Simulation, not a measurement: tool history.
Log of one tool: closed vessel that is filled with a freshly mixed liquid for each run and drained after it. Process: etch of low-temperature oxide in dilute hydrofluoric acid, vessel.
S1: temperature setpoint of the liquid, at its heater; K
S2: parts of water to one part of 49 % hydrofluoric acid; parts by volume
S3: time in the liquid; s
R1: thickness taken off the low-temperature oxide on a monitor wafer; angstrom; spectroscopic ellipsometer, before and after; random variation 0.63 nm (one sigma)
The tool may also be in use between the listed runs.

Run 1, day 0.000: S1 295.15 K, S2 205 parts by volume, S3 685 s. Result: R1 533.03 angstrom.
Run 2, day 0.300: S1 296.65 K, S2 205 parts by volume, S3 685 s. Result: R1 564.59 angstrom.
Run 3, day 0.350: S1 296.65 K, S2 205 parts by volume, S3 730 s. Result: R1 599.84 angstrom.
Run 4, day 0.729: S1 297.65 K, S2 200 parts by volume, S3 730 s. Result: R1 651.55 angstrom.
Run 5, day 0.888: S1 297.65 K, S2 225 parts by volume, S3 730 s. Result: R1 554.31 angstrom.
Run 6, day 1.196: S1 298.65 K, S2 220 parts by volume, S3 730 s. Result: R1 592.44 angstrom.
Run 7, day 1.338: S1 298.65 K, S2 220 parts by volume, S3 730 s. Result: R1 588.10 angstrom.
Run 8, day 1.546: S1 299.15 K, S2 215 parts by volume, S3 730 s. Result: R1 615.25 angstrom.
Run 9, day 1.758: S1 299.65 K, S2 210 parts by volume, S3 730 s. Result: R1 652.95 angstrom.
Run 10, day 2.008: S1 300.15 K, S2 210 parts by volume, S3 730 s. Result: R1 655.62 angstrom.
Run 11, day 2.208: S1 300.65 K, S2 210 parts by volume, S3 730 s. Result: R1 670.47 angstrom.

Run 12 comes next. What will it give?
Run 12, day 2.475: S1 301.15 K, S2 210 parts by volume, S3 730 s. Result: R1 ?.

R1: 685.26 angstrom
